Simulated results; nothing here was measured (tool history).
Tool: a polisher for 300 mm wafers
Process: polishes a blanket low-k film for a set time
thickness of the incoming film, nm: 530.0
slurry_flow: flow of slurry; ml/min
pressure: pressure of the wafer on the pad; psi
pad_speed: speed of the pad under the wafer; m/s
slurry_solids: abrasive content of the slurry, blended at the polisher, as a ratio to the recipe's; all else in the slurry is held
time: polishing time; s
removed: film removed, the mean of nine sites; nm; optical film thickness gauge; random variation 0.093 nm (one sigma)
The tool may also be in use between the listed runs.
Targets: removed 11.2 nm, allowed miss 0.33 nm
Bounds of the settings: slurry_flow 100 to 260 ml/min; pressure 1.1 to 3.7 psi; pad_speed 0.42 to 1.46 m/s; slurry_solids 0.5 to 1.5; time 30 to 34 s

run 1 hour=0 | slurry_flow=165 pressure=2.4 pad_speed=0.94 slurry_solids=1 time=34 | removed=17.422
run 2 hour=2.6 | slurry_flow=165 pressure=2.9 pad_speed=0.94 slurry_solids=1 time=34 | removed=20.863
run 3 hour=11.1 | slurry_flow=160 pressure=2.6 pad_speed=0.94 slurry_solids=1 time=34 | removed=18.633
run 4 hour=13.5 | slurry_flow=155 pressure=2.3 pad_speed=0.94 slurry_solids=1 time=34 | removed=16.566
run 5 hour=17.3 | slurry_flow=150 pressure=2.1 pad_speed=0.94 slurry_solids=1 time=34 | removed=15.039
run 6 hour=20.4 | slurry_flow=150 pressure=2.1 pad_speed=0.94 slurry_solids=0.85 time=34 | removed=13.972
run 7 hour=26.8 | slurry_flow=145 pressure=2 pad_speed=0.94 slurry_solids=0.85 time=34 | removed=13.316
run 8 hour=29.2 | slurry_flow=125 pressure=1.6 pad_speed=0.94 slurry_solids=0.85 time=34 | removed=10.336
run 9 hour=31.3 | slurry_flow=130 pressure=1.6 pad_speed=0.94 slurry_solids=0.85 time=34 | removed=10.417
run 10 hour=35.9 | slurry_flow=130 pressure=1.6 pad_speed=0.94 slurry_solids=0.85 time=34 | removed=10.521
run 11 hour=40 | slurry_flow=135 pressure=1.6 pad_speed=0.94 slurry_solids=0.85 time=34 | removed=10.606
run 12 hour=40.9 | slurry_flow=140 pressure=1.6 pad_speed=0.94 slurry_solids=0.85 time=34 | removed=10.576

Which of these 4 next moves meets every target?
run A hour=41.8 | slurry_flow=150 pressure=1.8 pad_speed=0.92 slurry_solids=0.8 time=33 | removed=?
run B hour=41.8 | slurry_flow=150 pressure=1.4 pad_speed=1.04 slurry_solids=0.85 time=33 | removed=?
run C hour=41.8 | slurry_flow=150 pressure=1.6 pad_speed=1.12 slurry_solids=0.85 time=30 | removed=?
run D hour=41.8 | slurry_flow=130 pressure=1.5 pad_speed=0.96 slurry_solids=0.85 time=34 | removed=?

move=A removed=11.349
move=B removed=9.7346
move=C removed=10.436
move=D removed=9.9862
A: meets every target
B: further off than the last run
C: further off than the last run
D: further off than the last run
The right move is A.
